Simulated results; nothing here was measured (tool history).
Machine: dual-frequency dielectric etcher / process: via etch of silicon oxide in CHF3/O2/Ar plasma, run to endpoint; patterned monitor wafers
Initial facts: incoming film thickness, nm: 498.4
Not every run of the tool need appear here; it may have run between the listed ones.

run,hour,source power (kW),bias power (kW),endpoint time (s)
1,0,0.77,0.173,240.74
2,1,0.73,0.165,252.38
3,8.6,0.7,0.161,262.93
4,10.4,0.67,0.16,268.08
5,16.2,0.74,0.16,251.98
# hour 17.1: source power generator calibrated
6,17.1,0.68,0.16,269.67

Run 7 comes next. What will it give?
7,18.2,0.66,0.159,?

For run 7 the tool returned endpoint time (s) 270.52.
